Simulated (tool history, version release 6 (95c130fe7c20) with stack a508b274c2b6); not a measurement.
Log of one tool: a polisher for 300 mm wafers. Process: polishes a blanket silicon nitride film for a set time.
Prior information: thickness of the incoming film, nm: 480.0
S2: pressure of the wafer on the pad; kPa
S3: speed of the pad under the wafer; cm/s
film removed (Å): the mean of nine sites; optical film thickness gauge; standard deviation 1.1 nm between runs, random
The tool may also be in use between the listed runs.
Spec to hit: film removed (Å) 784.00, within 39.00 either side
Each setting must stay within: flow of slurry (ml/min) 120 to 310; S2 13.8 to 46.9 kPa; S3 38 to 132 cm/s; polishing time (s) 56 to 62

run 1 day=0.000 | flow_of_slurry_(ml/min)=200 S2=30.3 S3=84 polishing_time_(s)=62 | film_removed_(Å)=1291.50
run 2 day=0.175 | flow_of_slurry_(ml/min)=150 S2=30.3 S3=84 polishing_time_(s)=62 | film_removed_(Å)=1254.80
run 3 day=0.258 | flow_of_slurry_(ml/min)=150 S2=30.3 S3=96 polishing_time_(s)=62 | film_removed_(Å)=1349.60
run 4 day=0.367 | flow_of_slurry_(ml/min)=195 S2=30.3 S3=96 polishing_time_(s)=62 | film_removed_(Å)=1400.80
run 5 day=0.425 | flow_of_slurry_(ml/min)=195 S2=30.3 S3=110 polishing_time_(s)=62 | film_removed_(Å)=1560.70
run 6 day=0.467 | flow_of_slurry_(ml/min)=195 S2=27.6 S3=106 polishing_time_(s)=62 | film_removed_(Å)=1364.00
run 7 day=0.708 | flow_of_slurry_(ml/min)=195 S2=19.3 S3=94 polishing_time_(s)=61 | film_removed_(Å)=884.08
run 8 day=0.762 | flow_of_slurry_(ml/min)=195 S2=18.6 S3=94 polishing_time_(s)=61 | film_removed_(Å)=866.16
run 9 day=0.846 | flow_of_slurry_(ml/min)=195 S2=17.9 S3=94 polishing_time_(s)=61 | film_removed_(Å)=820.75

4 candidate next runs follow, results not yet known. Just one meets every target within its allowed miss. Identify it.
run A day=0.929 | flow_of_slurry_(ml/min)=215 S2=20.7 S3=78 polishing_time_(s)=62 | film_removed_(Å)=?
run B day=0.929 | flow_of_slurry_(ml/min)=200 S2=18.6 S3=90 polishing_time_(s)=57 | film_removed_(Å)=?
run C day=0.929 | flow_of_slurry_(ml/min)=190 S2=22.1 S3=88 polishing_time_(s)=56 | film_removed_(Å)=?
run D day=0.929 | flow_of_slurry_(ml/min)=205 S2=22.1 S3=84 polishing_time_(s)=56 | film_removed_(Å)=?

move=A film_removed_(Å)=865.79
move=B film_removed_(Å)=776.48
move=C film_removed_(Å)=878.46
move=D film_removed_(Å)=863.69
A: moves away from the targets compared with the last run
B: in spec on every target
C: moves away from the targets compared with the last run
D: moves away from the targets compared with the last run
Correct choice: B, which meets every target
